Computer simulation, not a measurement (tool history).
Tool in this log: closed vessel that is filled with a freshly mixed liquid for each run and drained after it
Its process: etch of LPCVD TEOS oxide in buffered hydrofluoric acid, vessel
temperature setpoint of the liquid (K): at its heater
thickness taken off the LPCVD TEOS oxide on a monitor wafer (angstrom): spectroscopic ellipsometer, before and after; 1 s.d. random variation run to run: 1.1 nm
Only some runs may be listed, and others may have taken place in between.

| run | day | temperature setpoint of the liquid (K) | parts of 40 % ammonium fluoride to one part of 49 % hydrofluoric acid (parts by volume) | time in the liquid (s) | thickness taken off the LPCVD TEOS oxide on a monitor wafer (angstrom) |
|---|---|---|---|---|---|
| 1 | 0.000 | 297.15 | 8.5 | 100 | 3230.5 |
| 2 | 0.054 | 297.15 | 8.5 | 110 | 3563.2 |
| 3 | 0.329 | 295.15 | 9.0 | 110 | 2990.2 |
| 4 | 0.604 | 295.15 | 9.0 | 110 | 2994.4 |
| 5 | 0.833 | 295.15 | 6.5 | 110 | 4197.2 |
| 6 | 0.975 | 293.15 | 6.5 | 110 | 3759.6 |
| 7 | 1.333 | 292.15 | 7.5 | 110 | 3094.4 |
| 8 | 1.454 | 291.65 | 8.0 | 110 | 2785.7 |

The next listed run, before its measurement:
| 9 | 1.804 | 291.15 | 8.5 | 110 | ? |

Run 9 gave thickness taken off the LPCVD TEOS oxide on a monitor wafer (angstrom) 2531.3.
